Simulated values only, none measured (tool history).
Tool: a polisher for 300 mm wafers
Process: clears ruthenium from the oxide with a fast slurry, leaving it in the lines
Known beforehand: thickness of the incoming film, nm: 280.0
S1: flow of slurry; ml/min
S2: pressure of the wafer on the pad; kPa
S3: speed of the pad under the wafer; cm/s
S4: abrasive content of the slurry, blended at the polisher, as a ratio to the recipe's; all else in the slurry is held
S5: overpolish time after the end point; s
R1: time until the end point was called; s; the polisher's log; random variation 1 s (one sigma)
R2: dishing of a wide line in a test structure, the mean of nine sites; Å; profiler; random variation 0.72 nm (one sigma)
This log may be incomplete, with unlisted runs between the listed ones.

run	hour	S1	S2	S3	S4	S5	R1	R2
1	0	135	13.1	130	1	30	73.142	703.61
2	4.6	135	10.3	130	1	30	92.105	587.72
3	9.1	135	11	132	1	27	87.477	588.57
4	15.5	140	11.7	132	1.05	24	77.843	580.43
5	19.1	145	12.4	132	1.05	22	73.809	557.71
6	20.4	145	12.4	102	1.05	22	95.856	446.8
7	26.5	145	13.1	102	1.05	21	91.16	465.47
8	31.4	145	13.1	102	1.05	21	90.158	462.67
9	39.6	145	13.8	102	1.05	20	86.756	458.11
10	43	145	14.5	102	1.05	19	82.399	460.88

Run 11, settings as shown, results not yet in. Your forecast:
11	44.9	145	15.2	102	1.05	18	?	?

{"run 11": {"R1": 79.287, "R2": 451.91}}

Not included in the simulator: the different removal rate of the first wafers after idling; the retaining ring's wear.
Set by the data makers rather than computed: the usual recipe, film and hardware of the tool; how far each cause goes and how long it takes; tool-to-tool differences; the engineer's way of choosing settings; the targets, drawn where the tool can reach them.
